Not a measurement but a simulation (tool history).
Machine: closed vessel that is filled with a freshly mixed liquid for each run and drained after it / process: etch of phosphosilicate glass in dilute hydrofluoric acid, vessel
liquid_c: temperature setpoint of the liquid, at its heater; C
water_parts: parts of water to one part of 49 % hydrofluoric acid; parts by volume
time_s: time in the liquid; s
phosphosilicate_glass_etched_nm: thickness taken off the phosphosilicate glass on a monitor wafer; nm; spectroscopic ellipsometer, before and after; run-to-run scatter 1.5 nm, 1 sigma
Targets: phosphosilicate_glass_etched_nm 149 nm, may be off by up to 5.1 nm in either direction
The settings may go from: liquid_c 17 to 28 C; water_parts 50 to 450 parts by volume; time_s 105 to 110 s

run	hour	liquid_c	water_parts	time_s	phosphosilicate_glass_etched_nm
1	0	20	250	105	56.873
2	7.9	21	225	105	67.492
3	12.5	21	225	105	66.87
4	15.3	22	205	105	76.927
5	18.2	23	190	105	90.292
6	19.3	24	180	105	98.638
7	25.7	24.5	175	105	103.95
8	33.4	25	170	105	110.18
9	34.2	28	125	105	177.44
10	35	27.5	125	105	174.01
11	43.4	23.5	130	105	140.65

5 next moves are on the table. One of them brings every result within its allowed miss. Which?
A	51.8	27.5	150	105	?
B	51.8	24.5	140	105	?
C	51.8	21	115	105	?
D	51.8	22	130	105	?
E	51.8	26.5	155	105	?

move	phosphosilicate_glass_etched_nm
A	139.05
B	134.7
C	147.06
D	133.13
E	128.88
A: moves away from the targets compared with the last run
B: moves away from the targets compared with the last run
C: all results land within tolerance of their targets
D: moves away from the targets compared with the last run
E: moves away from the targets compared with the last run
Answer: C
